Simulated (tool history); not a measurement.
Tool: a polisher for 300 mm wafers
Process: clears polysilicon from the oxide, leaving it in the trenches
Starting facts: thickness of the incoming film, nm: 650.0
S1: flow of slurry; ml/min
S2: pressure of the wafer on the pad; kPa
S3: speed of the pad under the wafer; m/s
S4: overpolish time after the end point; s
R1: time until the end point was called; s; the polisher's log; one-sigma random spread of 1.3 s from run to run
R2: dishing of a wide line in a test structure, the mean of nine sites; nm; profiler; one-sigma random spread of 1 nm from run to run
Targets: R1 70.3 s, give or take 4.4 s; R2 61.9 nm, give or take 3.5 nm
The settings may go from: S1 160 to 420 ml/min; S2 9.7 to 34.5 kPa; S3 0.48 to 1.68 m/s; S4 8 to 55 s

| run | hour | S1 | S2 | S3 | S4 | R1 | R2 |
|---|---|---|---|---|---|---|---|
| 1 | 0 | 270 | 22.1 | 1.08 | 28 | 35.373 | 62.252 |
| 2 | 5.2 | 270 | 18.6 | 1.02 | 28 | 44.131 | 61.23 |
| 3 | 9.7 | 265 | 16.5 | 0.98 | 31 | 49.376 | 63.076 |
| 4 | 15.6 | 265 | 16.5 | 0.98 | 41 | 48.87 | 63.754 |
| 5 | 18.3 | 265 | 19.3 | 0.98 | 41 | 42.803 | 64.994 |
| 6 | 19.9 | 225 | 19.3 | 0.98 | 41 | 44.507 | 60.032 |
| 7 | 28.1 | 230 | 16.5 | 0.94 | 41 | 53.015 | 63.098 |
| 8 | 35.8 | 215 | 15.2 | 0.94 | 40 | 55.374 | 63.284 |
| 9 | 44 | 195 | 14.5 | 0.92 | 37 | 60.623 | 64.114 |
| 10 | 49.5 | 185 | 15.2 | 0.86 | 35 | 61.562 | 61.014 |
| 11 | 55.5 | 185 | 14.5 | 0.86 | 35 | 62.888 | 61.454 |

4 next moves are on the table. One of them brings every result within its allowed miss. Which?
| A | 61.5 | 230 | 14.5 | 0.76 | 36 | ? | ? |
| B | 61.5 | 205 | 14.5 | 0.94 | 33 | ? | ? |
| C | 61.5 | 330 | 17.2 | 0.74 | 33 | ? | ? |
| D | 61.5 | 175 | 20.7 | 0.54 | 17 | ? | ? |

| move | R1 | R2 |
|---|---|---|
| A | 69.864 | 59.529 |
| B | 60.062 | 59.652 |
| C | 59.64 | 59.664 |
| D | 70.063 | 54.013 |
A: hits every target within its allowed miss
B: misses by more than the last run did
C: misses by more than the last run did
D: gets the furthest-off result to its target, but another result is out of tolerance
The move that meets every target is A.

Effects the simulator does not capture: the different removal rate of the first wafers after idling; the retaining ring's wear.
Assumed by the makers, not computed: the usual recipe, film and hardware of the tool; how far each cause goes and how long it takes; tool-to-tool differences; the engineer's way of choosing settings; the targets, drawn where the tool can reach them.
